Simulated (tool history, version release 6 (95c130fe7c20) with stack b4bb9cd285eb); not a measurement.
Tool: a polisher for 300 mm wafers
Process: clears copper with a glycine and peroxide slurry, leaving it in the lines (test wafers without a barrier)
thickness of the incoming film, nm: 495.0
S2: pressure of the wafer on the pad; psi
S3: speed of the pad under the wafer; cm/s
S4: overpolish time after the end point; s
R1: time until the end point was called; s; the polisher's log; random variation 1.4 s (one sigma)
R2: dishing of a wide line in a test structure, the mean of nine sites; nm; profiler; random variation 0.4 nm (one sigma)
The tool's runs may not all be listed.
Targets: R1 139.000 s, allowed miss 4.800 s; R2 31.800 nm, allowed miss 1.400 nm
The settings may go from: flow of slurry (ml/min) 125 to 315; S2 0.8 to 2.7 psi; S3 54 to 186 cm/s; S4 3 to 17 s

run 1 hour=0.0 | flow_of_slurry_(ml/min)=205 S2=1.7 S3=118 S4=9 | R1=113.610 R2=23.057
run 2 hour=8.4 | flow_of_slurry_(ml/min)=205 S2=1.9 S3=118 S4=9 | R1=104.380 R2=24.881
run 3 hour=11.3 | flow_of_slurry_(ml/min)=185 S2=1.9 S3=118 S4=9 | R1=106.210 R2=25.026
run 4 hour=14.2 | flow_of_slurry_(ml/min)=185 S2=1.9 S3=136 S4=9 | R1=93.946 R2=26.149
run 5 hour=20.9 | flow_of_slurry_(ml/min)=180 S2=1.8 S3=134 S4=10 | R1=99.929 R2=27.230
run 6 hour=26.6 | flow_of_slurry_(ml/min)=180 S2=1.8 S3=134 S4=11 | R1=100.280 R2=29.600
run 7 hour=32.8 | flow_of_slurry_(ml/min)=175 S2=1.7 S3=132 S4=12 | R1=104.240 R2=30.454
run 8 hour=41.1 | flow_of_slurry_(ml/min)=175 S2=1.6 S3=130 S4=13 | R1=112.200 R2=31.277
run 9 hour=46.2 | flow_of_slurry_(ml/min)=175 S2=1.5 S3=130 S4=13 | R1=117.840 R2=29.372
run 10 hour=50.5 | flow_of_slurry_(ml/min)=175 S2=1.5 S3=128 S4=13 | R1=118.920 R2=29.449
run 11 hour=52.5 | flow_of_slurry_(ml/min)=175 S2=1.5 S3=128 S4=13 | R1=118.490 R2=30.277

Which of these 5 next moves meets every target?
run A hour=54.5 | flow_of_slurry_(ml/min)=160 S2=1.8 S3=98 S4=15 | R1=? R2=?
run B hour=54.5 | flow_of_slurry_(ml/min)=165 S2=1.3 S3=132 S4=17 | R1=? R2=?
run C hour=54.5 | flow_of_slurry_(ml/min)=145 S2=1.7 S3=98 S4=16 | R1=? R2=?
run D hour=54.5 | flow_of_slurry_(ml/min)=160 S2=1.7 S3=160 S4=12 | R1=? R2=?
run E hour=54.5 | flow_of_slurry_(ml/min)=190 S2=1.6 S3=108 S4=15 | R1=? R2=?

move=A R1=131.580 R2=30.985
move=B R1=129.970 R2=33.300
move=C R1=139.000 R2=31.213
move=D R1=93.197 R2=32.575
move=E R1=129.020 R2=31.235
A: nearer than the last run, and not there yet
B: nearer than the last run, and not there yet
C: meets every target
D: further off than the last run
E: nearer than the last run, and not there yet
The right move is C.
